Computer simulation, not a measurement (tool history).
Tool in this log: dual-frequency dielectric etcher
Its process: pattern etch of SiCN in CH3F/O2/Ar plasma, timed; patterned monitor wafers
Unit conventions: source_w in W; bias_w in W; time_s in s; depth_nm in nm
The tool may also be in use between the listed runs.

run,hour,source_w,bias_w,time_s,depth_nm
1,0,520,101,38,17.558
2,8.9,570,101,38,17.987
3,12.7,540,94,37.5,16.722
4,16.2,540,94,35,15.772
5,20.2,540,102,35,16.23
6,23.3,540,102,38,17.517
7,27.5,510,97,38,17.005
8,36.1,490,91,38,16.34

Run 9 has not been measured yet. What should we expect?
9,41.3,470,87,38,?

{"run 9": {"depth_nm": 15.561}}
